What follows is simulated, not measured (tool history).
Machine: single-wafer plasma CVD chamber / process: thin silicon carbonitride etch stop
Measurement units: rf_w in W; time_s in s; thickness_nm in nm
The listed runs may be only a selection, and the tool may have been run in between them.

{"run": 1, "hour": 0.0, "rf_w": 240, "time_s": 26.5, "thickness_nm": 15.51}
{"run": 2, "hour": 1.4, "rf_w": 240, "time_s": 30.2, "thickness_nm": 17.816}
{"run": 3, "hour": 5.9, "rf_w": 240, "time_s": 28.7, "thickness_nm": 16.866}
{"run": 4, "hour": 14.2, "rf_w": 275, "time_s": 28.7, "thickness_nm": 17.464}
{"run": 5, "hour": 19.6, "rf_w": 275, "time_s": 26.6, "thickness_nm": 16.238}
{"run": 6, "hour": 28.4, "rf_w": 275, "time_s": 29.4, "thickness_nm": 18.002}
{"run": 7, "hour": 30.7, "rf_w": 285, "time_s": 30.1, "thickness_nm": 18.615}
{"run": 8, "hour": 33.2, "rf_w": 290, "time_s": 30.6, "thickness_nm": 19.084}
{"run": 9, "hour": 36.4, "rf_w": 295, "time_s": 30.9, "thickness_nm": 19.281}

Run 10, settings as shown, results not yet in. Your forecast:
{"run": 10, "hour": 40.2, "rf_w": 300, "time_s": 31.1, "thickness_nm": "?"}

{"run 10": {"thickness_nm": 19.458}}
